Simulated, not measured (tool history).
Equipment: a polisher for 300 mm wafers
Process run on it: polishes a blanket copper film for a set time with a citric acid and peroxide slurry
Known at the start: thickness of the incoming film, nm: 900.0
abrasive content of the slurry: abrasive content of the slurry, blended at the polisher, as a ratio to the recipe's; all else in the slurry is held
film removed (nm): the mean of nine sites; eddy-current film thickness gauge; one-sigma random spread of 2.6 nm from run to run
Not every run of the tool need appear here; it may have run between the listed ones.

run	day	flow of slurry (ml/min)	pressure of the wafer on the pad (psi)	speed of the pad under the wafer (m/s)	abrasive content of the slurry	polishing time (s)	film removed (nm)
1	0.000	190	3.9	1.02	1.00	50	144.45
2	0.133	190	3.9	1.02	1.15	50	149.90
3	0.254	190	3.9	1.02	1.15	46	139.56
4	0.350	190	3.9	1.02	1.35	46	143.99
5	0.625	220	3.9	1.02	1.35	46	149.42
6	0.817	225	4.2	1.02	1.35	46	157.95

The next listed run, before its measurement:
7	0.958	225	4.2	1.02	1.35	46	?

{"run 7": {"film removed (nm)": 158.87}}
